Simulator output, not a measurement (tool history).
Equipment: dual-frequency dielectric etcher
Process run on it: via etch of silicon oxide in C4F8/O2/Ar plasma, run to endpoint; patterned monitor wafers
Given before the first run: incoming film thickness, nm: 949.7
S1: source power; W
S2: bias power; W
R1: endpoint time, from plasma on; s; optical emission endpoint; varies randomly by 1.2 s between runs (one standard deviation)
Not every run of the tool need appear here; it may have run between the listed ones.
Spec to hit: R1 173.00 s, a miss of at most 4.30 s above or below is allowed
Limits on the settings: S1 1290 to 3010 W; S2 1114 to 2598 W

run  hour    S1    S2      R1
  1   0.0  2150  1856  196.55
  2   2.4  2250  1884  190.85
  3   7.6  2080  1884  197.19
  4  16.5  2080  1747  203.28
  5  25.2  2080  1462  216.20
  6  34.1  2220  1519  209.40
  7  35.2  2330  1585  202.70
  8  43.9  2430  1642  193.46
  9  48.7  2860  1724  180.15
 10  52.0  2880  1741  179.37
 11  52.9  2900  1757  180.30

Which single option among these 5 for the next run brings every result within its allowed miss of target? Just one does.
  A  53.8  2740  2399   ?
  B  53.8  2890  1413   ?
  C  53.8  2670  2058   ?
  D  53.8  2730  1778   ?
  E  53.8  2950  1554   ?

move      R1
   A  161.13
   B  194.20
   C  172.61
   D  181.20
   E  185.46
A: takes the biggest miss from the last run beyond its target
B: its largest miss is bigger than the last run's
C: all results land within tolerance of their targets
D: its largest miss is bigger than the last run's
E: its largest miss is bigger than the last run's
The move that meets every target is C.
